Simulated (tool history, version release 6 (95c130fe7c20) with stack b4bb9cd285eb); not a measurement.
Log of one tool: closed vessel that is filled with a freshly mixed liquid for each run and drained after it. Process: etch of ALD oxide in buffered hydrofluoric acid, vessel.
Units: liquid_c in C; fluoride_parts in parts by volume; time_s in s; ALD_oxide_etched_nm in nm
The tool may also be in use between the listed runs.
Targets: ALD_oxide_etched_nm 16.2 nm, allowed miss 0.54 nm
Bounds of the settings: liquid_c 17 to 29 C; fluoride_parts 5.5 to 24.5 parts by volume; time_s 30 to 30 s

| run | hour | liquid_c | fluoride_parts | time_s | ALD_oxide_etched_nm |
|---|---|---|---|---|---|
| 1 | 0 | 21 | 15 | 30 | 24.26 |
| 2 | 4.2 | 23.5 | 15 | 30 | 27.885 |
| 3 | 12 | 23.5 | 15 | 30 | 28.164 |
| 4 | 16.3 | 22 | 15.5 | 30 | 25.066 |
| 5 | 20.5 | 21 | 16 | 30 | 22.953 |
| 6 | 28.1 | 21 | 14.5 | 30 | 24.843 |
| 7 | 29.3 | 20 | 15 | 30 | 23.209 |
| 8 | 30.5 | 19.5 | 15.5 | 30 | 21.893 |
| 9 | 37.1 | 19 | 16 | 30 | 20.265 |
| 10 | 45.7 | 18.5 | 16.5 | 30 | 18.985 |
| 11 | 52.9 | 18 | 16.5 | 30 | 18.57 |
| 12 | 56.8 | 17.5 | 17 | 30 | 17.657 |

4 next moves are on the table. One of them brings every result within its allowed miss. Which?
| A | 60.7 | 18 | 17 | 30 | ? |
| B | 60.7 | 17 | 16.5 | 30 | ? |
| C | 60.7 | 17 | 18 | 30 | ? |
| D | 60.7 | 19 | 18.5 | 30 | ? |

| move | ALD_oxide_etched_nm |
|---|---|
| A | 18.115 |
| B | 17.622 |
| C | 16.172 |
| D | 17.636 |
A: further off than the last run
B: as far off as the last run
C: meets every target
D: as far off as the last run
The right move is C.

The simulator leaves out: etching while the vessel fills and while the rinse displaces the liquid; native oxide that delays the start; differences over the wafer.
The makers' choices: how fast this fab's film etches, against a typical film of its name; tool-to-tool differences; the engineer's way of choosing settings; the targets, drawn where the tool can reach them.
